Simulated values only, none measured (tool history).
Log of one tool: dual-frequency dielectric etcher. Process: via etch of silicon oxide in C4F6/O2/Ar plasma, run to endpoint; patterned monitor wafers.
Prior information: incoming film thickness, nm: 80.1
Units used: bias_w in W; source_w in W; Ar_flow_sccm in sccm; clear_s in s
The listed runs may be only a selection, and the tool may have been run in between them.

| run | day | bias_w | source_w | Ar_flow_sccm | clear_s |
|---|---|---|---|---|---|
| 1 | 0 | 329 | 450 | 320 | 18.627 |
| 2 | 0.146 | 377 | 450 | 320 | 17.634 |
| 3 | 0.404 | 398 | 450 | 320 | 17.282 |
| 4 | 0.546 | 356 | 440 | 321 | 18.314 |
| 5 | 0.642 | 328 | 440 | 321 | 18.817 |
| 6 | 0.671 | 306 | 440 | 321 | 19.517 |

Expected results for the next run?
|  | 0.846 | wet clean of the chamber |
| 7 | 0.846 | 256 | 430 | 322 | ? |

clear_s: 20.408 s

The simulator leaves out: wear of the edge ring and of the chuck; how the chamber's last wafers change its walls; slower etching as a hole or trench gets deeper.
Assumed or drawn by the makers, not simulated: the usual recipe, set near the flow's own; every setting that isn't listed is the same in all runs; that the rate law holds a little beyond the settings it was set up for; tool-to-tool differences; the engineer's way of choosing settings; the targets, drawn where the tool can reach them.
